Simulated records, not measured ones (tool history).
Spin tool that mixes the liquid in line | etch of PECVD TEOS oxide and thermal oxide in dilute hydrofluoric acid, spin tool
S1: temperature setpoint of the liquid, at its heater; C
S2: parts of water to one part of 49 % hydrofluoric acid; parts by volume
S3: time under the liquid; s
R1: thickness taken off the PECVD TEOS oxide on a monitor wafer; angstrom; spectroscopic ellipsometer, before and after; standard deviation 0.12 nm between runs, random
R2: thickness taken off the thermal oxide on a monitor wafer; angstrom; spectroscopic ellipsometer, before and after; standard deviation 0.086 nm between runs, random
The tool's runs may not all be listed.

run  hour    S1   S2   S3      R1      R2
  1     0    23   80  180  180.96  116.08
  2   5.5    23  105  180  133.66  86.958
  3   9.6  26.5  105  180  152.39   99.51
  4  13.8  27.5  100  180  167.42  108.43
  5  15.3  28.5   95  180  184.18  121.03
  6    16  25.5   95  180  164.67  105.89

The next listed run, before its measurement:
  7  22.5  27  95  180   ?   ?

{"run 7": {"R1": 175.03, "R2": 114.47}}
